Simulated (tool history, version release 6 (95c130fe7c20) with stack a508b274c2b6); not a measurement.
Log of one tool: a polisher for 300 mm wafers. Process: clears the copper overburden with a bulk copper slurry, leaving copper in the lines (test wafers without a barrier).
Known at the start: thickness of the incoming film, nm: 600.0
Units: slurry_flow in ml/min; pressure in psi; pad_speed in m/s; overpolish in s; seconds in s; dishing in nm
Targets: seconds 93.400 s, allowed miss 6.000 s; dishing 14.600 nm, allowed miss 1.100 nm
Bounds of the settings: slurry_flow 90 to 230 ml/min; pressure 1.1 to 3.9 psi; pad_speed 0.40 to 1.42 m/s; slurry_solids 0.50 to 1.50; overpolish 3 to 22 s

run  hour  slurry_flow  pressure  pad_speed  slurry_solids  overpolish  seconds  dishing
  1   0.0          150       2.5       0.90           1.00          11   62.095   62.351
  2   6.7          150       3.0       0.90           1.00          11   56.210   71.222
  3  11.2          150       2.7       0.88           1.00          10   60.770   57.512
  4  17.1          160       2.5       0.84           1.05           9   64.964   52.505
  5  18.8          150       2.3       0.86           0.95           8   69.130   46.452
  6  26.0          150       2.5       0.86           0.95           8   65.298   47.172
  7  26.6          140       2.3       0.86           0.90           7   70.647   40.888
  8  34.3          135       2.1       0.86           0.85           6   79.137   33.289
  9  40.3          130       2.0       0.88           0.80           6   77.869   33.904
 10  43.0          125       1.9       0.88           0.75           6   80.142   31.705
 11  45.2          120       1.8       0.88           0.70           6   84.849   28.703
 12  53.1          115       1.7       0.90           0.65           6   88.795   29.089
 13  55.6          110       1.6       0.90           0.65           6   93.792   28.187
 14  62.6          125       1.6       0.84           0.65           6   95.044   27.363
 15  70.6          120       1.5       0.86           0.65           6   97.428   27.237
     78.8  -- head pressure recalibrated
 16  78.8          115       1.7       0.80           0.65           6  103.430   24.023
 17  86.2          110       1.9       0.76           0.65           6  101.790   25.016
 18  91.2          110       1.9       0.76           0.65           6  105.020   25.879
 19  94.9          115       1.8       0.78           0.65           6  103.860   23.926
 20  96.3          130       2.0       0.74           0.65           6  103.790   25.629

5 next moves are on the table. One of them brings every result within its allowed miss. Which?
  A  97.7          150       1.4       0.94           0.60           9        ?        ?
  B  97.7          145       2.1       0.78           0.65          16        ?        ?
  C  97.7          155       1.9       0.66           0.70           9        ?        ?
  D  97.7          120       2.2       0.72           0.80           3        ?        ?
  E  97.7          125       2.3       0.76           0.65           9        ?        ?

move  seconds  dishing
   A   94.491   38.616
   B   89.612   64.539
   C  106.740   35.226
   D   93.228   14.709
   E   89.181   41.353
A: further off than the last run
B: further off than the last run
C: further off than the last run
D: meets every target
E: further off than the last run
The right move is D.
